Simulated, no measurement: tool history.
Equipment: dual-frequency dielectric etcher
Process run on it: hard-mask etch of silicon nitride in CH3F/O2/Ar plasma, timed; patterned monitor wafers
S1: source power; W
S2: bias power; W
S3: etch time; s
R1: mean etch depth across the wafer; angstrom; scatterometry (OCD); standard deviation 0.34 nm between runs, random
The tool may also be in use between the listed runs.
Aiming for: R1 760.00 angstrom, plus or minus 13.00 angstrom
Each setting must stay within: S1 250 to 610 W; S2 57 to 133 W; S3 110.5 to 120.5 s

| run | hour | S1 | S2 | S3 | R1 |
|---|---|---|---|---|---|
| 1 | 0.0 | 430 | 95 | 120.5 | 953.71 |
| 2 | 5.9 | 380 | 89 | 120.0 | 871.63 |
| 3 | 9.2 | 450 | 89 | 120.0 | 923.11 |
| 4 | 15.2 | 400 | 86 | 120.0 | 865.05 |
| 5 | 18.2 | 360 | 86 | 120.0 | 827.57 |
| 6 | 24.9 | 340 | 86 | 120.0 | 817.05 |
| 7 | 26.1 | 320 | 86 | 120.0 | 792.56 |
| 8 | 28.7 | 310 | 86 | 120.0 | 785.51 |
| 9 | 37.2 | 300 | 86 | 120.0 | 779.23 |

Exercise: of the 5 proposed moves below, exactly one satisfies all targets within the stated allowed misses. Which move is it?
| A | 45.7 | 310 | 88 | 120.5 | ? |
| B | 45.7 | 310 | 87 | 120.5 | ? |
| C | 45.7 | 320 | 94 | 116.0 | ? |
| D | 45.7 | 330 | 86 | 118.5 | ? |
| E | 45.7 | 320 | 81 | 119.0 | ? |

| move | R1 |
|---|---|
| A | 803.25 |
| B | 797.68 |
| C | 814.48 |
| D | 798.28 |
| E | 763.24 |
A: lands further from the targets than the last run did
B: lands further from the targets than the last run did
C: lands further from the targets than the last run did
D: lands further from the targets than the last run did
E: all results land within tolerance of their targets
E is the move that brings every result within its allowed miss.
